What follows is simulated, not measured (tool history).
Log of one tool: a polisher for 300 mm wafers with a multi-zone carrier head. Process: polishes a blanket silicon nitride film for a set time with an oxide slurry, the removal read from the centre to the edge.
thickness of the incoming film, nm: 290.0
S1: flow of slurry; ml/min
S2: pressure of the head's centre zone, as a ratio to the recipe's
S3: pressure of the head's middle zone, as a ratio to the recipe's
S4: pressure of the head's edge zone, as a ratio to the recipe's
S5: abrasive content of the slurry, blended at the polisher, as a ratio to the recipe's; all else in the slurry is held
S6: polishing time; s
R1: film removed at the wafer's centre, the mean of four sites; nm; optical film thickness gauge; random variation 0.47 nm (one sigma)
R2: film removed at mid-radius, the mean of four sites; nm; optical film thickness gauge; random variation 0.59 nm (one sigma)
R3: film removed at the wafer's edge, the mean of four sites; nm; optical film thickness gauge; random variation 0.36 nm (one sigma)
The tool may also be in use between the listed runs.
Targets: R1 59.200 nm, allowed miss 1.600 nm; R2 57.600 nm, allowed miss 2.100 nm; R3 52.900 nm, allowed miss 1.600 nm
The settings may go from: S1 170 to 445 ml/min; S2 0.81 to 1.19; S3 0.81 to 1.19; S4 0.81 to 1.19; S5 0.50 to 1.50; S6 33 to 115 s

run  hour   S1    S2    S3    S4    S5  S6      R1      R2      R3
  1   0.0  285  1.00  1.00  1.00  1.00  73  39.473  40.161  40.062
  2   5.5  340  1.00  1.00  1.00  1.00  73  40.544  41.382  40.340
  3  14.2  345  1.04  1.03  1.03  1.10  73  44.518  43.321  42.653
  4  19.2  350  1.05  1.06  1.04  1.20  74  46.180  47.185  45.386
  5  24.4  350  0.97  1.06  1.04  1.20  74  43.475  47.406  44.921
  6  25.5  350  0.97  1.06  1.04  1.20  56  32.890  35.349  33.996
  7  27.5  360  1.02  1.08  1.05  1.30  61  39.198  40.492  38.609
  8  33.8  365  1.05  1.10  1.06  1.35  64  43.306  44.118  41.906
  9  36.7  370  1.08  1.12  1.07  1.40  66  45.730  46.597  43.528
 10  41.3  390  1.18  1.15  1.09  1.50  80  61.638  57.924  54.526
 11  46.2  385  1.17  1.15  1.08  1.50  80  61.671  59.459  54.708

Which of these 4 next moves meets every target?
  A  51.1  430  1.03  1.10  1.15  1.50  80   ?   ?   ?
  B  51.1  360  1.12  1.00  1.11  1.45  83   ?   ?   ?
  C  51.1  415  1.19  1.17  1.13  1.45  77   ?   ?   ?
  D  51.1  325  1.13  1.04  1.11  1.50  85   ?   ?   ?

move      R1      R2      R3
   A  55.746  57.339  56.165
   B  60.352  53.944  56.248
   C  59.570  57.015  52.851
   D  62.559  57.214  57.978
A: takes the result that was furthest off past its target
B: brings the result that was furthest off to its target, and leaves another outside
C: meets every target
D: further off than the last run
Answer: C
